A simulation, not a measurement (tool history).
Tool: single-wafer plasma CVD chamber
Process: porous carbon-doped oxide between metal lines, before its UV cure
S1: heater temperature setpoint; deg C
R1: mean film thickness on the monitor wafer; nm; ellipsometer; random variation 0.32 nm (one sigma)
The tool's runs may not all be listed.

Run 1, day 0: S1 290 deg C, RF power (kW) 0.475, deposition time (s) 22.7. Result: R1 122.46 nm.
Run 2, day 0.254: S1 293 deg C, RF power (kW) 0.475, deposition time (s) 22.7. Result: R1 119.98 nm.
Run 3, day 0.6: S1 295 deg C, RF power (kW) 0.475, deposition time (s) 22.7. Result: R1 119.7 nm.
Run 4, day 0.654: S1 295 deg C, RF power (kW) 0.445, deposition time (s) 22.7. Result: R1 113.76 nm.
Run 5, day 0.708: S1 295 deg C, RF power (kW) 0.5, deposition time (s) 22.7. Result: R1 123.15 nm.
Run 6, day 0.938: S1 295 deg C, RF power (kW) 0.475, deposition time (s) 22.7. Result: R1 118.78 nm.
Run 7, day 1.262: S1 297 deg C, RF power (kW) 0.475, deposition time (s) 22.7. Result: R1 117.12 nm.
Run 8, day 1.462: S1 299 deg C, RF power (kW) 0.475, deposition time (s) 22.7. Result: R1 116.13 nm.
Run 9, day 1.788: S1 300 deg C, RF power (kW) 0.475, deposition time (s) 22.7. Result: R1 115.45 nm.

For run 10, what comes out?
At day 2.021: thermocouple changed; heater temperature recalibrated.
Run 10, day 2.021: S1 301 deg C, RF power (kW) 0.475, deposition time (s) 22.7. Result: R1 ?.

R1: 117.11 nm
